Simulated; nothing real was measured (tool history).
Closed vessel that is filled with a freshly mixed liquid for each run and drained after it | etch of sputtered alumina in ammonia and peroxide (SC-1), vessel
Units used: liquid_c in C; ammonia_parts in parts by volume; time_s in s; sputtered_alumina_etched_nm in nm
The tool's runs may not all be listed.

{"run": 1, "hour": 0.0, "liquid_c": 59, "ammonia_parts": 0.55, "time_s": 60, "sputtered_alumina_etched_nm": 4.7059}
{"run": 2, "hour": 6.6, "liquid_c": 59, "ammonia_parts": 0.4, "time_s": 60, "sputtered_alumina_etched_nm": 4.5666}
{"run": 3, "hour": 10.0, "liquid_c": 59, "ammonia_parts": 0.5, "time_s": 60, "sputtered_alumina_etched_nm": 4.6843}
{"run": 4, "hour": 12.8, "liquid_c": 64, "ammonia_parts": 0.5, "time_s": 60, "sputtered_alumina_etched_nm": 6.0443}
{"run": 5, "hour": 15.9, "liquid_c": 66.5, "ammonia_parts": 0.5, "time_s": 60, "sputtered_alumina_etched_nm": 6.8297}
{"run": 6, "hour": 24.9, "liquid_c": 62.5, "ammonia_parts": 0.5, "time_s": 60, "sputtered_alumina_etched_nm": 5.5959}
{"run": 7, "hour": 25.9, "liquid_c": 54.5, "ammonia_parts": 0.45, "time_s": 60, "sputtered_alumina_etched_nm": 3.6757}
{"run": 8, "hour": 31.3, "liquid_c": 53.5, "ammonia_parts": 0.45, "time_s": 60, "sputtered_alumina_etched_nm": 3.4786}
{"run": 9, "hour": 32.8, "liquid_c": 52.5, "ammonia_parts": 0.45, "time_s": 60, "sputtered_alumina_etched_nm": 3.2985}
{"run": 10, "hour": 36.5, "liquid_c": 52, "ammonia_parts": 0.45, "time_s": 60, "sputtered_alumina_etched_nm": 3.2017}

Predict the results of run 11:
{"run": 11, "hour": 45.1, "liquid_c": 51.5, "ammonia_parts": 0.45, "time_s": 60, "sputtered_alumina_etched_nm": "?"}

{"run 11": {"sputtered_alumina_etched_nm": 3.1087}}
